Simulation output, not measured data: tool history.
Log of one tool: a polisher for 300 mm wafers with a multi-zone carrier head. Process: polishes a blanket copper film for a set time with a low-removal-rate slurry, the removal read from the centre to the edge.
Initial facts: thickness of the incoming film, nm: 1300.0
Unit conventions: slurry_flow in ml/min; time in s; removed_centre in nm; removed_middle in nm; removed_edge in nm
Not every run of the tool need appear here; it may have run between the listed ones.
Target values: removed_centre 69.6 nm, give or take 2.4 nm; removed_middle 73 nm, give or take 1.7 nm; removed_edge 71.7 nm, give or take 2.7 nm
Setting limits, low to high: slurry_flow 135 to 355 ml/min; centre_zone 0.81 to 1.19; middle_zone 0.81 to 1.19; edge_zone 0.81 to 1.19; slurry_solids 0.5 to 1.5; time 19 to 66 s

run	day	slurry_flow	centre_zone	middle_zone	edge_zone	slurry_solids	time	removed_centre	removed_middle	removed_edge
1	0	225	1	1	1	1	42	125.22	125.09	129.46
2	0.092	225	0.99	1	0.98	0.95	40	116.22	119.6	119.27
3	0.167	225	0.99	1	1.03	0.95	40	116.26	119.02	119.77
4	0.483	225	0.99	1	1.11	0.95	40	117.45	119.83	125.5
5	0.679	225	0.99	1	1.11	0.85	40	116.14	117.87	123.41
6	0.779	225	0.99	1.06	1.11	0.85	40	115.05	120.54	124.15
# day 1.017: worn pad replaced by a new one
7	1.017	220	0.98	1.04	1.09	0.8	38	119.78	122.87	125.64
8	1.342	230	0.98	1.03	1.08	0.85	36	113.96	118.39	119.55
9	1.588	245	0.88	0.93	0.98	0.6	24	66.39	69.877	72.981
10	1.967	250	0.88	0.93	0.97	0.6	24	67.462	70.98	72.774

Next run, 5 choices. One meets every target within its allowed miss, the rest don't. Which?
A	2.346	265	0.81	0.94	1.09	0.65	24	?	?	?
B	2.346	270	0.83	0.89	0.95	0.65	23	?	?	?
C	2.346	255	0.88	0.84	1.07	0.6	25	?	?	?
D	2.346	210	0.94	1	0.93	0.5	25	?	?	?
E	2.346	270	0.93	0.91	0.94	0.5	24	?	?	?

move	removed_centre	removed_middle	removed_edge
A	63.368	72.167	79.309
B	62.002	67.019	71.233
C	69.19	69.08	80.753
D	69.123	73.157	72.128
E	68.263	68.444	71.421
A: puts the biggest miss on target and leaves a different result outside tolerance
B: its largest miss is bigger than the last run's
C: its largest miss is bigger than the last run's
D: each result inside its tolerance
E: its largest miss is bigger than the last run's
The right move is D.

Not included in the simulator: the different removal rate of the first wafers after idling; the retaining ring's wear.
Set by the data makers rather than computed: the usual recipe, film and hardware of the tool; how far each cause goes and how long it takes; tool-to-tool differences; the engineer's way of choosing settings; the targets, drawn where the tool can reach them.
